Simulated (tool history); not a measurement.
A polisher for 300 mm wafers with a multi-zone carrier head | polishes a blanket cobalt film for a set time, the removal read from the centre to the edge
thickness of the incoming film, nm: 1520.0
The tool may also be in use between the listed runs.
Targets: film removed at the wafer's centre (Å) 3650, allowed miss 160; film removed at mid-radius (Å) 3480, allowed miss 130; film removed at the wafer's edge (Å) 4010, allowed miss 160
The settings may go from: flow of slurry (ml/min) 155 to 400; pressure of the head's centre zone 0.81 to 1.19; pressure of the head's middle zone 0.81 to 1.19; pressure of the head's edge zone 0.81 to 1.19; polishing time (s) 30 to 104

run  hour  flow of slurry (ml/min)  pressure of the head's centre zone  pressure of the head's middle zone  pressure of the head's edge zone  polishing time (s)  film removed at the wafer's centre (Å)  film removed at mid-radius (Å)  film removed at the wafer's edge (Å)
  1     0                      255                                   1                                   1                                 1                  67                                  2391.5                          2403.8                                2478.3
  2   6.3                      210                                   1                                   1                                 1                  67                                  2358.9                          2314.8                                2421.7
  3  11.5                      210                                   1                                   1                              0.96                  67                                  2333.2                          2319.2                                2355.3
  4  15.3                      210                                   1                                   1                              1.04                  67                                  2360.8                          2357.3                                2504.4
  5    18                      215                                1.01                                   1                              1.06                  70                                  2459.4                          2428.9                                2630.6
  6  26.7                      220                                1.02                                   1                              1.07                  73                                  2606.9                            2531                                2671.3
  7    31                      220                                1.01                                0.99                              1.08                  76                                    2660                          2658.3                                2861.2
  8  34.3                      225                                1.02                                0.98                              1.09                  79                                  2864.4                          2684.8                                2993.1
  9  42.2                      230                                1.02                                0.98                               1.1                  81                                  2963.3                          2767.9                                3051.1
 10  43.6                      230                                1.01                                0.98                              1.11                  83                                  2982.6                          2887.9                                3140.4
 11  52.5                      230                                1.01                                0.97                              1.12                  85                                  3084.5                          2935.5                                3199.4
     56.7  -- worn pad replaced by a new one
 12  56.7                      230                                1.01                                0.97                              1.12                  85                                  3378.5                          3321.4                                3704.1

Which of these 5 next moves meets every target?
  A  60.9                      175                                0.89                                0.96                              1.16                  94                                       ?                               ?                                     ?
  B  60.9                      215                                0.97                                0.93                              1.14                  87                                       ?                               ?                                     ?
  C  60.9                      230                                1.02                                0.88                              1.19                  90                                       ?                               ?                                     ?
  D  60.9                      190                                1.09                                1.07                              1.02                  84                                       ?                               ?                                     ?
  E  60.9                      185                                1.01                                0.97                              1.18                  93                                       ?                               ?                                     ?

move  film removed at the wafer's centre (Å)  film removed at mid-radius (Å)  film removed at the wafer's edge (Å)
   A                                  3144.4                          3442.4                                4013.8
   B                                  3286.2                            3200                                3771.8
   C                                  3610.6                          3189.2                                4013.4
   D                                    3501                            3414                                3405.5
   E                                  3570.4                          3464.7                                4030.5
A: brings the result that was furthest off to its target, and leaves another outside
B: further off than the last run
C: brings the result that was furthest off to its target, and leaves another outside
D: further off than the last run
E: meets every target
Answer: E

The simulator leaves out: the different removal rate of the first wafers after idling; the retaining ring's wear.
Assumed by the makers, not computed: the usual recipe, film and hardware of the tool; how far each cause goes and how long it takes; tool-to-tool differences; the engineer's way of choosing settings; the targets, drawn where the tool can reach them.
